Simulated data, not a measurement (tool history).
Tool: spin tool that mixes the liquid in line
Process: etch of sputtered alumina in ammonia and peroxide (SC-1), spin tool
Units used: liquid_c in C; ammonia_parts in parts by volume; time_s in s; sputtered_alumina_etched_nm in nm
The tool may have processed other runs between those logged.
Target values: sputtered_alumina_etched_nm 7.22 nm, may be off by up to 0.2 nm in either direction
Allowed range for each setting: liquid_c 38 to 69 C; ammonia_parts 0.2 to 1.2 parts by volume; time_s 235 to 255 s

{"run": 1, "hour": 0.0, "liquid_c": 53, "ammonia_parts": 0.75, "time_s": 235, "sputtered_alumina_etched_nm": 11.338}
{"run": 2, "hour": 1.0, "liquid_c": 53, "ammonia_parts": 0.75, "time_s": 235, "sputtered_alumina_etched_nm": 11.415}
{"run": 3, "hour": 4.2, "liquid_c": 52, "ammonia_parts": 0.75, "time_s": 235, "sputtered_alumina_etched_nm": 10.78}
{"run": 4, "hour": 7.6, "liquid_c": 51, "ammonia_parts": 0.75, "time_s": 235, "sputtered_alumina_etched_nm": 10.199}
{"run": 5, "hour": 15.3, "liquid_c": 50, "ammonia_parts": 0.75, "time_s": 235, "sputtered_alumina_etched_nm": 9.6851}
{"run": 6, "hour": 24.0, "liquid_c": 50, "ammonia_parts": 0.75, "time_s": 255, "sputtered_alumina_etched_nm": 10.519}
{"run": 7, "hour": 27.0, "liquid_c": 49, "ammonia_parts": 0.75, "time_s": 255, "sputtered_alumina_etched_nm": 9.944}
{"run": 8, "hour": 35.5, "liquid_c": 48.5, "ammonia_parts": 0.75, "time_s": 255, "sputtered_alumina_etched_nm": 9.6732}
{"run": 9, "hour": 43.4, "liquid_c": 42, "ammonia_parts": 0.75, "time_s": 255, "sputtered_alumina_etched_nm": 6.678}

Consider the 5 candidate settings below. Which is the only one whose results all fall within their allowed miss of target?
{"run": "A", "hour": 51.3, "liquid_c": 42.5, "ammonia_parts": 0.65, "time_s": 235, "sputtered_alumina_etched_nm": "?"}
{"run": "B", "hour": 51.3, "liquid_c": 43.5, "ammonia_parts": 0.6, "time_s": 245, "sputtered_alumina_etched_nm": "?"}
{"run": "C", "hour": 51.3, "liquid_c": 42.5, "ammonia_parts": 0.7, "time_s": 250, "sputtered_alumina_etched_nm": "?"}
{"run": "D", "hour": 51.3, "liquid_c": 42, "ammonia_parts": 0.65, "time_s": 255, "sputtered_alumina_etched_nm": "?"}
{"run": "E", "hour": 51.3, "liquid_c": 44, "ammonia_parts": 0.5, "time_s": 255, "sputtered_alumina_etched_nm": "?"}

move=A sputtered_alumina_etched_nm=6.2876
move=B sputtered_alumina_etched_nm=6.8921
move=C sputtered_alumina_etched_nm=6.7364
move=D sputtered_alumina_etched_nm=6.6274
move=E sputtered_alumina_etched_nm=7.2552
A: its largest miss is bigger than the last run's
B: closes in on the targets versus the last run, not all within tolerance yet
C: closes in on the targets versus the last run, not all within tolerance yet
D: its largest miss is bigger than the last run's
E: in spec on every target
The move that meets every target is E.
